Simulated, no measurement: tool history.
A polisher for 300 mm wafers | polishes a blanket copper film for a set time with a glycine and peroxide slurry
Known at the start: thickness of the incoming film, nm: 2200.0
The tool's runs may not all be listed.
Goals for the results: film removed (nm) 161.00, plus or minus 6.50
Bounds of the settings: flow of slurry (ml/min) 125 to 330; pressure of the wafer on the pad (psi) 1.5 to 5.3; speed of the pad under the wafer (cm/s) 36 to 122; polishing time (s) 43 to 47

run,hour,flow of slurry (ml/min),pressure of the wafer on the pad (psi),speed of the pad under the wafer (cm/s),polishing time (s),film removed (nm)
1,0.0,210,3.4,78,47,261.79
2,6.4,210,3.4,90,47,302.18
3,11.8,250,3.4,90,47,304.36
4,16.0,250,4.0,90,47,351.27
5,24.7,250,4.0,90,47,352.68
6,30.1,250,4.0,90,43,324.40
7,32.0,250,3.5,86,43,279.47
8,34.1,250,3.1,84,43,249.26
9,37.2,250,2.8,82,43,225.78
10,39.8,250,2.5,82,43,206.29
11,42.4,245,1.5,80,43,137.16
12,43.8,245,1.5,80,43,137.79
13,46.3,250,1.6,80,43,142.98
14,47.2,250,1.7,80,43,148.14

Pick the move, out of 4, that brings all results within their allowed miss; only one does.
A,48.1,225,2.0,80,45,?
B,48.1,260,1.7,90,47,?
C,48.1,255,2.3,66,47,?
D,48.1,255,1.7,82,45,?

move,film removed (nm)
A,175.37
B,179.34
C,180.96
D,161.10
A: takes the result that was furthest off past its target
B: takes the result that was furthest off past its target
C: takes the result that was furthest off past its target
D: meets every target
Answer: D
